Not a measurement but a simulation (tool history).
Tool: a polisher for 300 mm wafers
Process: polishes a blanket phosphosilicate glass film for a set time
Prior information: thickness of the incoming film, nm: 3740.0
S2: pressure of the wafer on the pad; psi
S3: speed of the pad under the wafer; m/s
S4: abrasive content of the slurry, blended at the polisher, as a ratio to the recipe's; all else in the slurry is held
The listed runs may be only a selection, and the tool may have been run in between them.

Run 1, hour 0.0: flow of slurry (ml/min) 280, S2 2.5 psi, S3 0.90 m/s, S4 1.0, polishing time (s) 90. Result: film removed (nm) 489.64.
Run 2, hour 5.3: flow of slurry (ml/min) 285, S2 2.6 psi, S3 0.90 m/s, S4 1.0, polishing time (s) 90. Result: film removed (nm) 500.64.
Run 3, hour 11.1: flow of slurry (ml/min) 285, S2 2.6 psi, S3 0.90 m/s, S4 1.0, polishing time (s) 90. Result: film removed (nm) 504.72.
Run 4, hour 13.6: flow of slurry (ml/min) 285, S2 2.0 psi, S3 0.90 m/s, S4 1.0, polishing time (s) 90. Result: film removed (nm) 392.74.
Run 5, hour 15.4: flow of slurry (ml/min) 285, S2 2.2 psi, S3 0.90 m/s, S4 1.0, polishing time (s) 90. Result: film removed (nm) 433.11.
Run 6, hour 17.1: flow of slurry (ml/min) 285, S2 2.4 psi, S3 0.90 m/s, S4 1.0, polishing time (s) 90. Result: film removed (nm) 465.30.

Run 7, settings as shown, results not yet in. Your forecast:
Run 7, hour 22.6: flow of slurry (ml/min) 285, S2 2.5 psi, S3 0.90 m/s, S4 1.0, polishing time (s) 90. Result: film removed (nm) ?.

{"run 7": {"film removed (nm)": 481.76}}
